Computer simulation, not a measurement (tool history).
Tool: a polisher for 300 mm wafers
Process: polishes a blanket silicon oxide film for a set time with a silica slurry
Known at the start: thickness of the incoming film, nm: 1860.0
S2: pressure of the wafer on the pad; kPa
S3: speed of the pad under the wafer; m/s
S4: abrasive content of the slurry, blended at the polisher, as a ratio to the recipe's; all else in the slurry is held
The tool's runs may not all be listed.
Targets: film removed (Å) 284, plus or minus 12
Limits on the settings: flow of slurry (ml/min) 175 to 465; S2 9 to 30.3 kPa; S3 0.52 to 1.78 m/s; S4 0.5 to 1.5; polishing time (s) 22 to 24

{"run": 1, "hour": 0.0, "flow of slurry (ml/min)": 295, "S2": 19.3, "S3": 1.14, "S4": 1, "polishing time (s)": 24, "film removed (Å)": 441.35}
{"run": 2, "hour": 6.9, "flow of slurry (ml/min)": 295, "S2": 19.3, "S3": 1.14, "S4": 1, "polishing time (s)": 24, "film removed (Å)": 437.91}
{"run": 3, "hour": 8.3, "flow of slurry (ml/min)": 295, "S2": 17.9, "S3": 1.14, "S4": 1, "polishing time (s)": 24, "film removed (Å)": 411.42}
{"run": 4, "hour": 14.5, "flow of slurry (ml/min)": 295, "S2": 17.2, "S3": 1.14, "S4": 1, "polishing time (s)": 24, "film removed (Å)": 387.7}
{"run": 5, "hour": 17.8, "flow of slurry (ml/min)": 295, "S2": 16.5, "S3": 1.14, "S4": 1, "polishing time (s)": 24, "film removed (Å)": 370.36}
{"run": 6, "hour": 22.2, "flow of slurry (ml/min)": 295, "S2": 16.5, "S3": 1.14, "S4": 1.15, "polishing time (s)": 24, "film removed (Å)": 390.41}
{"run": 7, "hour": 24.0, "flow of slurry (ml/min)": 295, "S2": 15.9, "S3": 1.14, "S4": 1.15, "polishing time (s)": 24, "film removed (Å)": 389.76}
{"run": 8, "hour": 27.2, "flow of slurry (ml/min)": 295, "S2": 15.2, "S3": 1.14, "S4": 1.15, "polishing time (s)": 24, "film removed (Å)": 364.82}
{"run": 9, "hour": 31.4, "flow of slurry (ml/min)": 295, "S2": 10.3, "S3": 1.12, "S4": 1.15, "polishing time (s)": 24, "film removed (Å)": 253.2}
{"run": 10, "hour": 38.5, "flow of slurry (ml/min)": 295, "S2": 11, "S3": 1.12, "S4": 1.15, "polishing time (s)": 24, "film removed (Å)": 261.94}
{"run": 11, "hour": 45.8, "flow of slurry (ml/min)": 295, "S2": 13.1, "S3": 1.12, "S4": 1.15, "polishing time (s)": 24, "film removed (Å)": 304.96}

Below are 4 possible settings for the next run. Only one of them brings all results inside the allowed miss of their targets. Which is it?
{"run": "A", "hour": 53.1, "flow of slurry (ml/min)": 315, "S2": 11, "S3": 1.22, "S4": 1.15, "polishing time (s)": 24, "film removed (Å)": "?"}
{"run": "B", "hour": 53.1, "flow of slurry (ml/min)": 185, "S2": 14.5, "S3": 1.06, "S4": 1.35, "polishing time (s)": 24, "film removed (Å)": "?"}
{"run": "C", "hour": 53.1, "flow of slurry (ml/min)": 220, "S2": 17.2, "S3": 0.96, "S4": 1.1, "polishing time (s)": 24, "film removed (Å)": "?"}
{"run": "D", "hour": 53.1, "flow of slurry (ml/min)": 295, "S2": 13.8, "S3": 1.14, "S4": 1, "polishing time (s)": 24, "film removed (Å)": "?"}

move=A film_removed_(Å)=280.69
move=B film_removed_(Å)=319.74
move=C film_removed_(Å)=336.35
move=D film_removed_(Å)=312.19
A: all results in spec
B: lands further from the targets than the last run did
C: lands further from the targets than the last run did
D: lands further from the targets than the last run did
A is the move that brings every result within its allowed miss.
